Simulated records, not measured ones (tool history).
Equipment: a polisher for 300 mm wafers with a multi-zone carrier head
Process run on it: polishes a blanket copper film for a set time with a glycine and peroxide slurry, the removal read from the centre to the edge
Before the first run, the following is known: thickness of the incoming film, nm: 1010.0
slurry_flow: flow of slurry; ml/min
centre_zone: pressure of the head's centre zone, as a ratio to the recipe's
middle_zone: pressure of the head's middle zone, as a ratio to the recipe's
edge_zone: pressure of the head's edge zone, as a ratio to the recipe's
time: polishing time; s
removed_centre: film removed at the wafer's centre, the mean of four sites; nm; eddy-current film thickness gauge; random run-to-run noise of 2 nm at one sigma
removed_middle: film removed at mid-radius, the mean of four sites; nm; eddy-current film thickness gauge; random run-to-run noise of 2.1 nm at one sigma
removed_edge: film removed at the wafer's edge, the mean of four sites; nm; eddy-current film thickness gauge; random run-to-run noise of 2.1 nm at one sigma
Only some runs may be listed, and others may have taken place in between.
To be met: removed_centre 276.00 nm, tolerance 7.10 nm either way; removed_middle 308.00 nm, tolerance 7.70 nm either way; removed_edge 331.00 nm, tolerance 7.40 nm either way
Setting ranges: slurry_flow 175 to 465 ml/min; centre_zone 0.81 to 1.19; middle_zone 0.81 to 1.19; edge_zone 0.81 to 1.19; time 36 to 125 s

run 1 hour=0.0 | slurry_flow=295 centre_zone=1.00 middle_zone=1.00 edge_zone=1.00 time=80 | removed_centre=330.42 removed_middle=325.29 removed_edge=324.08
run 2 hour=1.3 | slurry_flow=355 centre_zone=1.00 middle_zone=1.00 edge_zone=1.00 time=80 | removed_centre=334.42 removed_middle=327.46 removed_edge=326.70
run 3 hour=5.7 | slurry_flow=355 centre_zone=1.00 middle_zone=1.00 edge_zone=1.05 time=80 | removed_centre=336.52 removed_middle=330.03 removed_edge=333.40
run 4 hour=13.2 | slurry_flow=355 centre_zone=0.95 middle_zone=1.00 edge_zone=1.05 time=80 | removed_centre=318.63 removed_middle=330.37 removed_edge=334.46
run 5 hour=16.7 | slurry_flow=355 centre_zone=0.95 middle_zone=1.04 edge_zone=1.05 time=80 | removed_centre=316.49 removed_middle=343.80 removed_edge=334.67
run 6 hour=24.8 | slurry_flow=355 centre_zone=1.02 middle_zone=1.04 edge_zone=1.05 time=80 | removed_centre=339.81 removed_middle=338.03 removed_edge=338.21
run 7 hour=31.4 | slurry_flow=340 centre_zone=0.96 middle_zone=1.00 edge_zone=1.09 time=79 | removed_centre=317.52 removed_middle=329.01 removed_edge=338.50
run 8 hour=32.4 | slurry_flow=335 centre_zone=0.92 middle_zone=0.97 edge_zone=1.09 time=78 | removed_centre=299.37 removed_middle=312.90 removed_edge=332.93
run 9 hour=37.5 | slurry_flow=335 centre_zone=0.92 middle_zone=0.97 edge_zone=1.09 time=78 | removed_centre=301.67 removed_middle=310.85 removed_edge=332.13

Exercise: of the 4 proposed moves below, exactly one satisfies all targets within the stated allowed misses. Which move is it?
run A hour=42.6 | slurry_flow=315 centre_zone=0.88 middle_zone=0.95 edge_zone=1.08 time=74 | removed_centre=? removed_middle=? removed_edge=?
run B hour=42.6 | slurry_flow=360 centre_zone=0.83 middle_zone=1.04 edge_zone=1.12 time=73 | removed_centre=? removed_middle=? removed_edge=?
run C hour=42.6 | slurry_flow=370 centre_zone=0.86 middle_zone=1.00 edge_zone=1.16 time=75 | removed_centre=? removed_middle=? removed_edge=?
run D hour=42.6 | slurry_flow=425 centre_zone=0.90 middle_zone=1.04 edge_zone=1.19 time=68 | removed_centre=? removed_middle=? removed_edge=?

move=A removed_centre=272.13 removed_middle=289.24 removed_edge=314.35
move=B removed_centre=258.58 removed_middle=310.91 removed_edge=317.75
move=C removed_centre=274.06 removed_middle=309.51 removed_edge=333.06
move=D removed_centre=260.68 removed_middle=292.60 removed_edge=307.95
A: the furthest-off result lands on target, but another misses its tolerance
B: the result that was furthest off in the last run now lies on the other side of its target
C: all results in spec
D: the result that was furthest off in the last run now lies on the other side of its target
Go with C: it meets all targets.
